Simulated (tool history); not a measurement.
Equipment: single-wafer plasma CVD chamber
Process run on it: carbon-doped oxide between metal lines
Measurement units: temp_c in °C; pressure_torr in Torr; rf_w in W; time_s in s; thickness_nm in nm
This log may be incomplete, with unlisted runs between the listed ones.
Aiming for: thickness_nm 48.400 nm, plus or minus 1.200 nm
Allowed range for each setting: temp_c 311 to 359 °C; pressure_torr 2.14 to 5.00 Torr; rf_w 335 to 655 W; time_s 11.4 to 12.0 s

{"run": 1, "hour": 0.0, "temp_c": 335, "pressure_torr": 3.57, "rf_w": 495, "time_s": 12.0, "thickness_nm": 60.374}
{"run": 2, "hour": 2.9, "temp_c": 335, "pressure_torr": 3.57, "rf_w": 540, "time_s": 12.0, "thickness_nm": 64.109}
{"run": 3, "hour": 7.2, "temp_c": 335, "pressure_torr": 3.57, "rf_w": 470, "time_s": 12.0, "thickness_nm": 58.595}
{"run": 4, "hour": 9.0, "temp_c": 337, "pressure_torr": 3.48, "rf_w": 445, "time_s": 11.9, "thickness_nm": 55.425}
{"run": 5, "hour": 17.5, "temp_c": 337, "pressure_torr": 3.48, "rf_w": 445, "time_s": 11.4, "thickness_nm": 53.004}
{"run": 6, "hour": 25.9, "temp_c": 339, "pressure_torr": 3.38, "rf_w": 440, "time_s": 11.4, "thickness_nm": 52.184}
{"run": 7, "hour": 29.1, "temp_c": 341, "pressure_torr": 3.3, "rf_w": 435, "time_s": 11.4, "thickness_nm": 51.241}
{"run": 8, "hour": 31.6, "temp_c": 343, "pressure_torr": 3.24, "rf_w": 430, "time_s": 11.4, "thickness_nm": 50.48}
{"run": 9, "hour": 36.2, "temp_c": 344, "pressure_torr": 3.19, "rf_w": 430, "time_s": 11.4, "thickness_nm": 50.323}
{"run": 10, "hour": 43.6, "temp_c": 345, "pressure_torr": 3.15, "rf_w": 425, "time_s": 11.4, "thickness_nm": 49.688}

Exactly one of the 4 candidate moves below puts every result within its allowed miss. Which one?
{"run": "A", "hour": 51.0, "temp_c": 352, "pressure_torr": 3.45, "rf_w": 385, "time_s": 12.0, "thickness_nm": "?"}
{"run": "B", "hour": 51.0, "temp_c": 337, "pressure_torr": 2.69, "rf_w": 350, "time_s": 12.0, "thickness_nm": "?"}
{"run": "C", "hour": 51.0, "temp_c": 344, "pressure_torr": 3.19, "rf_w": 390, "time_s": 11.4, "thickness_nm": "?"}
{"run": "D", "hour": 51.0, "temp_c": 342, "pressure_torr": 2.82, "rf_w": 375, "time_s": 11.4, "thickness_nm": "?"}

move=A thickness_nm=47.922
move=B thickness_nm=45.387
move=C thickness_nm=46.682
move=D thickness_nm=45.106
A: each result inside its tolerance
B: the result that was furthest off in the last run now lies on the other side of its target
C: the result that was furthest off in the last run now lies on the other side of its target
D: the result that was furthest off in the last run now lies on the other side of its target
A is the move that brings every result within its allowed miss.

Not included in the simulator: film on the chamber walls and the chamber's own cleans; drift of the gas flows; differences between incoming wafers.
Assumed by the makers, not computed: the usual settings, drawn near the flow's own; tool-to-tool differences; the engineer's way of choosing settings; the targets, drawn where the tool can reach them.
